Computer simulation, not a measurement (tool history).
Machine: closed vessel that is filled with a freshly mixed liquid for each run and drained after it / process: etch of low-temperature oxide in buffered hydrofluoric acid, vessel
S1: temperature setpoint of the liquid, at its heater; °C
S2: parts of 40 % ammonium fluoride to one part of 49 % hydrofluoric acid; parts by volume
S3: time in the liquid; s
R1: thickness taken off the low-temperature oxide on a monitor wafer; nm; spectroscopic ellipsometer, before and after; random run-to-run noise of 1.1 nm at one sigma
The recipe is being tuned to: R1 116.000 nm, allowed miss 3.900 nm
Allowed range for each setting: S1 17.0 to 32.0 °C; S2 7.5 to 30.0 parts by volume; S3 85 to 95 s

{"run": 1, "hour": 0.0, "S1": 24.0, "S2": 21.0, "S3": 85, "R1": 80.341}
{"run": 2, "hour": 4.7, "S1": 24.0, "S2": 21.0, "S3": 95, "R1": 88.643}
{"run": 3, "hour": 10.6, "S1": 24.0, "S2": 16.5, "S3": 95, "R1": 111.01}
{"run": 4, "hour": 13.3, "S1": 27.0, "S2": 16.5, "S3": 95, "R1": 130.1}
{"run": 5, "hour": 15.5, "S1": 29.5, "S2": 16.5, "S3": 95, "R1": 149.61}
{"run": 6, "hour": 21.1, "S1": 29.5, "S2": 19.0, "S3": 95, "R1": 129.72}
{"run": 7, "hour": 29.1, "S1": 29.0, "S2": 19.0, "S3": 95, "R1": 125.89}
{"run": 8, "hour": 31.8, "S1": 28.5, "S2": 19.0, "S3": 95, "R1": 121.94}

Pick the move, out of 4, that brings all results within their allowed miss; only one does.
{"run": "A", "hour": 34.5, "S1": 24.5, "S2": 14.0, "S3": 90, "R1": "?"}
{"run": "B", "hour": 34.5, "S1": 30.5, "S2": 21.5, "S3": 90, "R1": "?"}
{"run": "C", "hour": 34.5, "S1": 30.0, "S2": 19.0, "S3": 95, "R1": "?"}
{"run": "D", "hour": 34.5, "S1": 31.0, "S2": 20.5, "S3": 90, "R1": "?"}

move=A R1=126.170
move=B R1=116.590
move=C R1=132.450
move=D R1=123.650
A: moves away from the targets compared with the last run
B: hits every target within its allowed miss
C: moves away from the targets compared with the last run
D: moves away from the targets compared with the last run
So the answer is move B, the one that meets all the targets.

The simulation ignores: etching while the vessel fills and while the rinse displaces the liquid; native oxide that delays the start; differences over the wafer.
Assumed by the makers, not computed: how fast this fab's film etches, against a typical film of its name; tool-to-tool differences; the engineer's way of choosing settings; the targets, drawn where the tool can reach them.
